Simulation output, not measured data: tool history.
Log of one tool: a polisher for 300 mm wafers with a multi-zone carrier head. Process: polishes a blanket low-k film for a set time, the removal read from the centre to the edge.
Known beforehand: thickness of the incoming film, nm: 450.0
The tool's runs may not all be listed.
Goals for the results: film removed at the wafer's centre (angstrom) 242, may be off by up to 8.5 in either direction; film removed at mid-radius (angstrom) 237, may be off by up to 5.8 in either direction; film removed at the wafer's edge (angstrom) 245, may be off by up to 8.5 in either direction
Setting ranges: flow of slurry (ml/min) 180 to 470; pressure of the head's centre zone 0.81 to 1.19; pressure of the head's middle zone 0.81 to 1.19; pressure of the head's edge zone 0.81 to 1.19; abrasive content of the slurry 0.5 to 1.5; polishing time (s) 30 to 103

run	hour	flow of slurry (ml/min)	pressure of the head's centre zone	pressure of the head's middle zone	pressure of the head's edge zone	abrasive content of the slurry	polishing time (s)	film removed at the wafer's centre (angstrom)	film removed at mid-radius (angstrom)	film removed at the wafer's edge (angstrom)
1	0	300	1	1	1	1	66	401.95	389.48	377.01
2	3.7	340	1	1	1	1	66	399.45	394.32	374.89
3	7.9	340	1	1.04	1	1	66	409.52	399.47	383.73
4	9	290	1	1.04	1	1	66	405.68	389.84	376.22
# hour 15: centre zone pressure recalibrated
5	15	355	1	1.04	1	1	66	390.01	405.31	379.02
6	17	355	1	1.04	1.06	1	66	385.96	396.54	391.08
7	25.7	350	0.99	1.02	1.06	0.95	64	362.89	373.86	372.25
8	28.6	345	0.99	1	1.05	0.9	62	347.36	355.57	352.91
9	35.1	345	0.99	1	1.05	0.9	62	342.96	358.47	351.32
10	36.8	305	0.91	0.9	0.95	0.65	56	244.51	257.41	260.47
11	42.2	305	0.91	0.9	0.95	0.65	56	238.6	257.03	255.02
12	49.7	300	0.91	0.89	0.95	0.65	56	244.69	256.61	251.68
13	51.8	295	0.91	0.88	0.96	0.65	56	247.3	255.99	262.33
14	58.9	295	0.91	0.87	0.95	0.65	56	242.1	253.16	255.24

Below are 4 possible settings for the next run. Only one of them brings all results inside the allowed miss of their targets. Which is it?
A	66	285	0.89	0.92	0.93	0.6	60	?	?	?
B	66	305	0.96	0.84	0.95	0.75	50	?	?	?
C	66	310	0.86	0.93	0.9	0.7	58	?	?	?
D	66	315	0.92	0.81	1.18	0.6	55	?	?	?

move	film removed at the wafer's centre (angstrom)	film removed at mid-radius (angstrom)	film removed at the wafer's edge (angstrom)
A	241.17	267.23	260.2
B	242.21	238.86	245.22
C	245.07	281.95	268.51
D	230.02	232.33	270.07
A: misses by more than the last run did
B: every result within its allowed miss
C: misses by more than the last run did
D: meets the target for the result that was furthest off, but another lies outside its allowed miss
The move that meets every target is B.
